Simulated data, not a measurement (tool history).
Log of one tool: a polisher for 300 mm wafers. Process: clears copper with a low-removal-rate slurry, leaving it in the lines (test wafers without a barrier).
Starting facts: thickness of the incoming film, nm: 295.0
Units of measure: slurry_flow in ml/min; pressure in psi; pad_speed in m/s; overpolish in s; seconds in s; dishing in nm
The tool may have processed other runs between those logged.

{"run": 1, "hour": 0.0, "slurry_flow": 240, "pressure": 3, "pad_speed": 1.22, "slurry_solids": 1, "overpolish": 26, "seconds": 67.698, "dishing": 54.043}
{"run": 2, "hour": 0.7, "slurry_flow": 240, "pressure": 2.9, "pad_speed": 1.22, "slurry_solids": 1, "overpolish": 23, "seconds": 69.473, "dishing": 48.806}
{"run": 3, "hour": 3.7, "slurry_flow": 210, "pressure": 2.9, "pad_speed": 1.22, "slurry_solids": 1, "overpolish": 23, "seconds": 69.881, "dishing": 48.591}
{"run": 4, "hour": 10.4, "slurry_flow": 210, "pressure": 2.8, "pad_speed": 1.22, "slurry_solids": 1, "overpolish": 21, "seconds": 72.97, "dishing": 46.246}
{"run": 5, "hour": 11.6, "slurry_flow": 170, "pressure": 2.8, "pad_speed": 1.22, "slurry_solids": 1, "overpolish": 21, "seconds": 75.685, "dishing": 44.526}
{"run": 6, "hour": 16.2, "slurry_flow": 170, "pressure": 2.8, "pad_speed": 1.22, "slurry_solids": 1, "overpolish": 19, "seconds": 75.829, "dishing": 41.376}

For run 7, what comes out?
{"run": 7, "hour": 20.8, "slurry_flow": 170, "pressure": 2.8, "pad_speed": 1.22, "slurry_solids": 1, "overpolish": 17, "seconds": "?", "dishing": "?"}

{"run 7": {"seconds": 74.918, "dishing": 37.75}}
